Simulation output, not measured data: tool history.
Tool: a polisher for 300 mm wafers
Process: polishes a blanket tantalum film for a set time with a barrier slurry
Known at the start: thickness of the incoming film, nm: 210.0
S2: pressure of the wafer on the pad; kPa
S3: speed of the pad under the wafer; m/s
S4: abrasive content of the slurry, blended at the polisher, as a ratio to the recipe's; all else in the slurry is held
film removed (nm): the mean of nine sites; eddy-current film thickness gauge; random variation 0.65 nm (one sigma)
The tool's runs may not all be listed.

{"run": 1, "hour": 0.0, "flow of slurry (ml/min)": 250, "S2": 13.8, "S3": 0.82, "S4": 1.0, "polishing time (s)": 31, "film removed (nm)": 39.23}
{"run": 2, "hour": 3.1, "flow of slurry (ml/min)": 250, "S2": 15.2, "S3": 0.82, "S4": 1.0, "polishing time (s)": 31, "film removed (nm)": 42.37}
{"run": 3, "hour": 7.8, "flow of slurry (ml/min)": 250, "S2": 15.2, "S3": 0.82, "S4": 1.0, "polishing time (s)": 31, "film removed (nm)": 43.411}
{"run": 4, "hour": 11.8, "flow of slurry (ml/min)": 250, "S2": 15.9, "S3": 0.82, "S4": 1.0, "polishing time (s)": 31, "film removed (nm)": 44.031}
{"run": 5, "hour": 12.9, "flow of slurry (ml/min)": 250, "S2": 13.1, "S3": 0.82, "S4": 1.0, "polishing time (s)": 31, "film removed (nm)": 36.89}
{"run": 6, "hour": 21.1, "flow of slurry (ml/min)": 250, "S2": 14.5, "S3": 0.82, "S4": 1.0, "polishing time (s)": 31, "film removed (nm)": 41.311}
{"run": 7, "hour": 22.5, "flow of slurry (ml/min)": 250, "S2": 15.9, "S3": 0.82, "S4": 1.0, "polishing time (s)": 31, "film removed (nm)": 44.047}
{"run": 8, "hour": 29.1, "flow of slurry (ml/min)": 250, "S2": 16.5, "S3": 0.82, "S4": 1.0, "polishing time (s)": 31, "film removed (nm)": 46.843}
{"run": 9, "hour": 32.0, "flow of slurry (ml/min)": 250, "S2": 17.2, "S3": 0.82, "S4": 1.0, "polishing time (s)": 31, "film removed (nm)": 48.592}

Forecast run 10:
{"run": 10, "hour": 37.5, "flow of slurry (ml/min)": 250, "S2": 17.9, "S3": 0.82, "S4": 1.0, "polishing time (s)": 31, "film removed (nm)": "?"}

film removed (nm): 50.681

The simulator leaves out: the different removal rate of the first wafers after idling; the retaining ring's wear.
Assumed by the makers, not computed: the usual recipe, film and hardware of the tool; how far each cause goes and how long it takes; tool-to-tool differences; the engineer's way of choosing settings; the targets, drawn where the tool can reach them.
